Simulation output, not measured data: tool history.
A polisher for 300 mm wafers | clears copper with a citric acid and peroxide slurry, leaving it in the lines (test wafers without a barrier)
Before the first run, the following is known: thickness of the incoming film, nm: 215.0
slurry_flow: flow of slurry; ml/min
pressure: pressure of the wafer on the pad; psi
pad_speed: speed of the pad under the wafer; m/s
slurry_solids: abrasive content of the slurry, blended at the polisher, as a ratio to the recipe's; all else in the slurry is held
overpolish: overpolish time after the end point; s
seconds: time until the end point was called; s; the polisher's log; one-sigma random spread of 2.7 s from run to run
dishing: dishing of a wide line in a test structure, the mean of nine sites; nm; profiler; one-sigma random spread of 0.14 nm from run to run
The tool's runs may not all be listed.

Run 1, hour 0: slurry_flow 155 ml/min, pressure 2.1 psi, pad_speed 1.16 m/s, slurry_solids 1, overpolish 13 s. Result: seconds 109.89 s, dishing 11.385 nm.
Run 2, hour 7.5: slurry_flow 155 ml/min, pressure 2.1 psi, pad_speed 1.16 m/s, slurry_solids 0.85, overpolish 13 s. Result: seconds 113.77 s, dishing 11.278 nm.
Run 3, hour 13.2: slurry_flow 155 ml/min, pressure 2.1 psi, pad_speed 1.16 m/s, slurry_solids 0.75, overpolish 13 s. Result: seconds 116.88 s, dishing 11.121 nm.
Run 4, hour 14.6: slurry_flow 155 ml/min, pressure 1.9 psi, pad_speed 1.14 m/s, slurry_solids 0.75, overpolish 14 s. Result: seconds 130.99 s, dishing 10.932 nm.
Run 5, hour 19.1: slurry_flow 155 ml/min, pressure 1.9 psi, pad_speed 1.14 m/s, slurry_solids 0.75, overpolish 19 s. Result: seconds 132.01 s, dishing 12.361 nm.
Run 6, hour 21.9: slurry_flow 155 ml/min, pressure 1.9 psi, pad_speed 1.14 m/s, slurry_solids 0.65, overpolish 19 s. Result: seconds 134.55 s, dishing 12.052 nm.
Run 7, hour 29.1: slurry_flow 155 ml/min, pressure 1.7 psi, pad_speed 1.14 m/s, slurry_solids 0.65, overpolish 19 s. Result: seconds 151.59 s, dishing 11.739 nm.
Run 8, hour 38: slurry_flow 155 ml/min, pressure 1.6 psi, pad_speed 1.14 m/s, slurry_solids 0.65, overpolish 19 s. Result: seconds 158.11 s, dishing 11.447 nm.
Run 9, hour 40.4: slurry_flow 155 ml/min, pressure 1.5 psi, pad_speed 1.14 m/s, slurry_solids 0.65, overpolish 19 s. Result: seconds 166.28 s, dishing 10.903 nm.
Run 10, hour 44.3: slurry_flow 155 ml/min, pressure 1.4 psi, pad_speed 1.14 m/s, slurry_solids 0.65, overpolish 19 s. Result: seconds 178.57 s, dishing 10.808 nm.
Run 11, hour 48.8: slurry_flow 150 ml/min, pressure 1.3 psi, pad_speed 1.14 m/s, slurry_solids 0.65, overpolish 19 s. Result: seconds 194.46 s, dishing 10.474 nm.
Run 12, hour 53.7: slurry_flow 130 ml/min, pressure 1.2 psi, pad_speed 1.14 m/s, slurry_solids 0.65, overpolish 18 s. Result: seconds 218.54 s, dishing 9.4433 nm.

Predict the results of run 13:
Run 13, hour 59.3: slurry_flow 135 ml/min, pressure 1.2 psi, pad_speed 1.14 m/s, slurry_solids 0.65, overpolish 18 s. Result: seconds ?, dishing ?.

Run 13 measured seconds 217.79 s, dishing 9.436 nm.
